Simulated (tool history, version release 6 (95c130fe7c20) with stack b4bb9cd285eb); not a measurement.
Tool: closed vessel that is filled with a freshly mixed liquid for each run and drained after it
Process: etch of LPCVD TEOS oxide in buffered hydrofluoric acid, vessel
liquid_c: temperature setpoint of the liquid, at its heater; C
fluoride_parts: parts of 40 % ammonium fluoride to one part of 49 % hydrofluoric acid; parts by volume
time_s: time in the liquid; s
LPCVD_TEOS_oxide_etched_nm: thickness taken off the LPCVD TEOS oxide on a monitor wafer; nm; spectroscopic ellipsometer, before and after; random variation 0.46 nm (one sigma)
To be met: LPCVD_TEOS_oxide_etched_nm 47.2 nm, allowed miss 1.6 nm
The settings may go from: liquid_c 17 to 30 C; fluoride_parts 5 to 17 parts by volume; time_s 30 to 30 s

run	hour	liquid_c	fluoride_parts	time_s	LPCVD_TEOS_oxide_etched_nm
1	0	22	10.5	30	76.581
2	1.7	22	10.5	30	76.077
3	7.4	21	11	30	69.841
4	13.3	20	11.5	30	62.385
5	15.4	19.5	12	30	58.359
6	21.6	22.5	12	30	68.026
7	23.5	21.5	12.5	30	63.477
8	24.7	20.5	12.5	30	59.31
9	29.6	19.5	12.5	30	54.917
10	37.9	19	12.5	30	54.012
11	41.7	18.5	12.5	30	53.258
12	49.2	18	12.5	30	51.186

Which of these 4 next moves meets every target?
A	56.7	17	13	30	?
B	56.7	17.5	12	30	?
C	56.7	17	12	30	?
D	56.7	18.5	13	30	?

move	LPCVD_TEOS_oxide_etched_nm
A	46.874
B	52.166
C	50.698
D	51.049
A: meets every target
B: further off than the last run
C: nearer than the last run, and not there yet
D: as far off as the last run
The right move is A.
